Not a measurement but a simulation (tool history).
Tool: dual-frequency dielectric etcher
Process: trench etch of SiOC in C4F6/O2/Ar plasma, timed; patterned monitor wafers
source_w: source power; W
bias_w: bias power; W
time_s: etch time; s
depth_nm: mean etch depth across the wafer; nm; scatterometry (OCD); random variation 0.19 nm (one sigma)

| run | hour | source_w | bias_w | time_s | depth_nm |
|---|---|---|---|---|---|
| 1 | 0.0 | 440 | 223 | 25.5 | 57.057 |
| 2 | 3.0 | 460 | 231 | 25.5 | 59.487 |
| 3 | 9.0 | 460 | 215 | 25.5 | 57.352 |
| 4 | 17.5 | 460 | 215 | 25.5 | 57.311 |
| 5 | 21.0 | 480 | 222 | 25.5 | 59.114 |
| 6 | 26.4 | 480 | 242 | 25.5 | 62.234 |

Run 7 comes next. What will it give?
| 7 | 34.4 | 500 | 244 | 25.5 | ? |

Run 7 gave depth_nm 63.613 nm.
